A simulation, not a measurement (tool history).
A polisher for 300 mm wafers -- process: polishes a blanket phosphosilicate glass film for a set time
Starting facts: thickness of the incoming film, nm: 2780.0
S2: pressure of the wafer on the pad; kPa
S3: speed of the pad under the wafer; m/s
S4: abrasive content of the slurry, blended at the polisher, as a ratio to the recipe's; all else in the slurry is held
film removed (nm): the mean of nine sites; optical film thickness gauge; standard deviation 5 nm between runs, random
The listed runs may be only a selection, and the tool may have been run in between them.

Run 1, hour 0: flow of slurry (ml/min) 280, S2 21.4 kPa, S3 0.9 m/s, S4 1, polishing time (s) 51. Result: film removed (nm) 378.69.
Run 2, hour 8.1: flow of slurry (ml/min) 285, S2 24.8 kPa, S3 0.9 m/s, S4 1, polishing time (s) 51. Result: film removed (nm) 433.51.
Run 3, hour 11.6: flow of slurry (ml/min) 285, S2 24.8 kPa, S3 1.04 m/s, S4 1, polishing time (s) 51. Result: film removed (nm) 486.55.
Run 4, hour 13.9: flow of slurry (ml/min) 285, S2 24.8 kPa, S3 1.04 m/s, S4 1, polishing time (s) 46. Result: film removed (nm) 443.26.
Run 5, hour 18.9: flow of slurry (ml/min) 285, S2 27.6 kPa, S3 1.04 m/s, S4 1, polishing time (s) 46. Result: film removed (nm) 486.53.
Run 6, hour 21.3: flow of slurry (ml/min) 285, S2 27.6 kPa, S3 1.26 m/s, S4 1, polishing time (s) 46. Result: film removed (nm) 569.66.
Run 7, hour 25.9: flow of slurry (ml/min) 290, S2 28.3 kPa, S3 1.26 m/s, S4 1, polishing time (s) 46. Result: film removed (nm) 584.59.

For run 8, what comes out?
Run 8, hour 34: flow of slurry (ml/min) 290, S2 29 kPa, S3 1.26 m/s, S4 1, polishing time (s) 46. Result: film removed (nm) ?.

film removed (nm): 595.76
